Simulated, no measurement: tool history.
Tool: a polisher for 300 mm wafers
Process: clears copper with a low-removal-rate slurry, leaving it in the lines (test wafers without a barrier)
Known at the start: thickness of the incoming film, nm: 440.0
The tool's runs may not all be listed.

run,hour,flow of slurry (ml/min),pressure of the wafer on the pad (psi),speed of the pad under the wafer (cm/s),abrasive content of the slurry,overpolish time after the end point (s),time until the end point was called (s),dishing of a wide line in a test structure (angstrom)
1,0.0,310,3.0,98,1.00,25,155.50,393.11
2,9.1,310,3.0,102,1.00,21,148.96,365.94
3,17.3,315,3.0,104,1.05,18,144.22,337.38
4,21.3,350,2.9,106,1.15,16,143.21,304.42
5,23.6,350,2.9,106,1.15,8,141.69,169.45
6,29.4,350,3.0,106,1.15,8,136.22,180.06

Run 7 comes next. What will it give?
7,30.8,350,3.1,106,1.15,8,?,?

time until the end point was called (s): 132.57
dishing of a wide line in a test structure (angstrom): 177.69
